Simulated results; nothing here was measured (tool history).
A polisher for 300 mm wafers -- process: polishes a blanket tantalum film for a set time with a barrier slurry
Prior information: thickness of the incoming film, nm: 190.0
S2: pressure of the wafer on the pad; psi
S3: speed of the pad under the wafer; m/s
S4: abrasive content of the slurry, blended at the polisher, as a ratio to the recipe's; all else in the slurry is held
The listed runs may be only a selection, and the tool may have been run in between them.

{"run": 1, "hour": 0.0, "flow of slurry (ml/min)": 235, "S2": 2.5, "S3": 0.92, "S4": 1, "polishing time (s)": 22, "film removed (angstrom)": 410.21}
{"run": 2, "hour": 2.6, "flow of slurry (ml/min)": 235, "S2": 2.8, "S3": 0.92, "S4": 1, "polishing time (s)": 22, "film removed (angstrom)": 461.81}
{"run": 3, "hour": 7.8, "flow of slurry (ml/min)": 235, "S2": 2.9, "S3": 0.92, "S4": 1, "polishing time (s)": 22, "film removed (angstrom)": 478.28}
{"run": 4, "hour": 10.7, "flow of slurry (ml/min)": 265, "S2": 2.9, "S3": 0.92, "S4": 1, "polishing time (s)": 22, "film removed (angstrom)": 486.5}
{"run": 5, "hour": 17.7, "flow of slurry (ml/min)": 265, "S2": 3, "S3": 0.92, "S4": 1, "polishing time (s)": 22, "film removed (angstrom)": 504.35}
{"run": 6, "hour": 20.1, "flow of slurry (ml/min)": 265, "S2": 2.4, "S3": 0.92, "S4": 1, "polishing time (s)": 22, "film removed (angstrom)": 401.11}
{"run": 7, "hour": 27.8, "flow of slurry (ml/min)": 265, "S2": 2.6, "S3": 0.92, "S4": 1, "polishing time (s)": 22, "film removed (angstrom)": 438.73}
{"run": 8, "hour": 29.2, "flow of slurry (ml/min)": 270, "S2": 2.8, "S3": 0.92, "S4": 1, "polishing time (s)": 22, "film removed (angstrom)": 470.7}
{"run": 9, "hour": 35.3, "flow of slurry (ml/min)": 270, "S2": 2.9, "S3": 0.92, "S4": 1, "polishing time (s)": 22, "film removed (angstrom)": 494.55}
{"run": 10, "hour": 36.8, "flow of slurry (ml/min)": 275, "S2": 3, "S3": 0.92, "S4": 1, "polishing time (s)": 22, "film removed (angstrom)": 496.8}
{"run": 11, "hour": 44.7, "flow of slurry (ml/min)": 275, "S2": 3.1, "S3": 0.92, "S4": 1, "polishing time (s)": 22, "film removed (angstrom)": 535.22}
{"run": 12, "hour": 49.2, "flow of slurry (ml/min)": 275, "S2": 3.2, "S3": 0.92, "S4": 1, "polishing time (s)": 22, "film removed (angstrom)": 538.96}
{"run": 13, "hour": 57.8, "flow of slurry (ml/min)": 275, "S2": 3.3, "S3": 0.92, "S4": 1, "polishing time (s)": 22, "film removed (angstrom)": 543.85}
{"run": 14, "hour": 65.5, "flow of slurry (ml/min)": 275, "S2": 3.4, "S3": 0.92, "S4": 1, "polishing time (s)": 22, "film removed (angstrom)": 569.01}

For run 15, what comes out?
{"run": 15, "hour": 66.9, "flow of slurry (ml/min)": 275, "S2": 3.5, "S3": 0.92, "S4": 1, "polishing time (s)": 22, "film removed (angstrom)": "?"}

Run 15 measured film removed (angstrom) 585.59.
